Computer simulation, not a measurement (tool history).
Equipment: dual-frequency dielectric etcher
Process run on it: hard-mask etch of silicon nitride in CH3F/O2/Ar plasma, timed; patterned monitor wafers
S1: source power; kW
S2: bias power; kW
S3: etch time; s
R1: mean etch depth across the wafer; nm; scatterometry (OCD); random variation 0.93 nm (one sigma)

run 1 hour=0 | S1=0.3 S2=0.059 S3=281 | R1=166.52
run 2 hour=2.1 | S1=0.33 S2=0.06 S3=281 | R1=172.4
run 3 hour=8.5 | S1=0.35 S2=0.061 S3=281 | R1=177.54
run 4 hour=11.9 | S1=0.35 S2=0.061 S3=293 | R1=184.72
run 5 hour=13.1 | S1=0.35 S2=0.061 S3=281 | R1=178.41
run 6 hour=22.2 | S1=0.36 S2=0.061 S3=281 | R1=178.97
run 7 hour=25.9 | S1=0.36 S2=0.061 S3=281 | R1=178.53
run 8 hour=32.3 | S1=0.38 S2=0.062 S3=281 | R1=182.66
run 9 hour=33.9 | S1=0.39 S2=0.062 S3=281 | R1=181.98

Estimate the outcome of run 10 from the log above:
run 10 hour=41.9 | S1=0.4 S2=0.063 S3=281.5 | R1=?

Run 10 gave R1 187.09 nm.
